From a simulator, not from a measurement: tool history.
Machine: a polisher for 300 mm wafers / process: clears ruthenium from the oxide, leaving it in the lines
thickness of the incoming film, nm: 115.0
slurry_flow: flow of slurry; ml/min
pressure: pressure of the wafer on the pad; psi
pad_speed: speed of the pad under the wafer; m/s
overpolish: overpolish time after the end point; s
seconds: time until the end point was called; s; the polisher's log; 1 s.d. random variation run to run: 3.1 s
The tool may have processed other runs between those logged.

| run | day | slurry_flow | pressure | pad_speed | overpolish | seconds |
|---|---|---|---|---|---|---|
| 1 | 0 | 235 | 2.1 | 0.8 | 43 | 110.72 |
| 2 | 0.108 | 235 | 2.3 | 0.8 | 43 | 99.065 |
| 3 | 0.15 | 290 | 2.3 | 0.8 | 43 | 99.326 |
| 4 | 0.512 | 290 | 2.3 | 1 | 43 | 83.309 |
| 5 | 0.542 | 290 | 2.1 | 0.96 | 43 | 95.691 |
| 6 | 0.658 | 330 | 2.1 | 0.96 | 43 | 93.581 |

Predict the results of run 7:
| 7 | 0.825 | 325 | 1.5 | 0.76 | 43 | ? |

For run 7 the tool returned seconds 159.56 s.

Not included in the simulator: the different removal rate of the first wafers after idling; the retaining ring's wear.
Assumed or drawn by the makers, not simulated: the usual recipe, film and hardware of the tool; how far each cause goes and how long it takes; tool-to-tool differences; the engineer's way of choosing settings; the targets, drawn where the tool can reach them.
